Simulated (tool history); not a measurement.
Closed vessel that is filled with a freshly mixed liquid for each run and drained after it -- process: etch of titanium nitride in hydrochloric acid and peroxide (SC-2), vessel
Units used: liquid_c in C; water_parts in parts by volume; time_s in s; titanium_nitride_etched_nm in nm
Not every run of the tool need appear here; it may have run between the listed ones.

run  hour  liquid_c  water_parts  time_s  titanium_nitride_etched_nm
  1     0        46            7     260                      4.6902
  2   2.6        46            7     260                      4.6797
  3   6.2        46            7     140                      2.5104
  4  12.1        46            6     140                      2.8911
  5  16.3        42            6     140                      2.1466
  6  23.8      45.5            6     140                      2.7573
  7  25.7        49            6     140                      3.4452

Run 8 is up next; what results do you expect?
  8  32.1        49            6     140                           ?

titanium_nitride_etched_nm: 3.497 nm
